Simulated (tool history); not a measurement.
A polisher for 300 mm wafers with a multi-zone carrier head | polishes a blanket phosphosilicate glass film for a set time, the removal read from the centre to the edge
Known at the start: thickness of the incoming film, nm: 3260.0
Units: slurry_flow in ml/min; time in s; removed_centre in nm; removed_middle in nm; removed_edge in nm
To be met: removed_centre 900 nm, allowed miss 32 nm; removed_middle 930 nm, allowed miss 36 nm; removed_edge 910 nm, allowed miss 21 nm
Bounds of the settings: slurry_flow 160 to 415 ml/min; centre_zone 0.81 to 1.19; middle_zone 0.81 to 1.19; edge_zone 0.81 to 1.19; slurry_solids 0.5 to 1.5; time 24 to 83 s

run	hour	slurry_flow	centre_zone	middle_zone	edge_zone	slurry_solids	time	removed_centre	removed_middle	removed_edge
1	0	265	1	1	1	1	53	511.62	522.96	525.14
2	7.1	265	1	1.06	1	1	53	515.02	554.77	524.41
3	11.8	265	1	1.06	0.92	1	53	514.6	553.53	506.44
4	14	265	1	1.01	0.92	1	53	518.41	523.6	504.06
5	14.7	270	1.02	1.02	0.97	1.1	56	575.1	597.58	561.79
6	22	270	1.02	1.02	0.97	0.95	56	546.11	550.82	535.29
7	27.8	270	1.02	1.02	0.97	0.95	56	557.59	545.68	528.82
8	36.6	270	1.03	1.01	1.01	1.05	59	609.35	601.82	593.28
9	43.2	270	1.04	1.01	1.04	1.15	61	646.91	652.49	652.17
10	48.1	325	1.14	1.1	1.14	1.4	68	879.31	847.6	828.9
# hour 53.1: edge zone pressure recalibrated
11	53.1	325	1.13	1.1	1.15	1.4	68	868.65	834.36	867.95
12	62	325	1.13	1.12	1.15	1.4	68	880.71	851.44	867.81
13	65.1	325	1.12	1.13	1.14	1.4	68	887.18	882.58	863.31
14	72.5	330	1.12	1.14	1.15	1.4	68	874.17	887.65	864.58

5 next moves are on the table. One of them brings every result within its allowed miss. Which?
A	79.9	330	1.13	1.19	1.18	1.35	63	?	?	?
B	79.9	310	1.19	1.09	1.06	1.45	67	?	?	?
C	79.9	300	1.08	1.03	1.15	1.45	69	?	?	?
D	79.9	375	1.1	1.15	1.17	1.4	70	?	?	?
E	79.9	320	1.12	1.06	1.13	1.45	67	?	?	?

move	removed_centre	removed_middle	removed_edge
A	790.34	843.52	796.72
B	903.23	849.49	821.59
C	840.38	831.41	880.39
D	876.59	932.71	901.44
E	852.36	832.17	850.8
A: further off than the last run
B: further off than the last run
C: further off than the last run
D: meets every target
E: further off than the last run
Answer: D

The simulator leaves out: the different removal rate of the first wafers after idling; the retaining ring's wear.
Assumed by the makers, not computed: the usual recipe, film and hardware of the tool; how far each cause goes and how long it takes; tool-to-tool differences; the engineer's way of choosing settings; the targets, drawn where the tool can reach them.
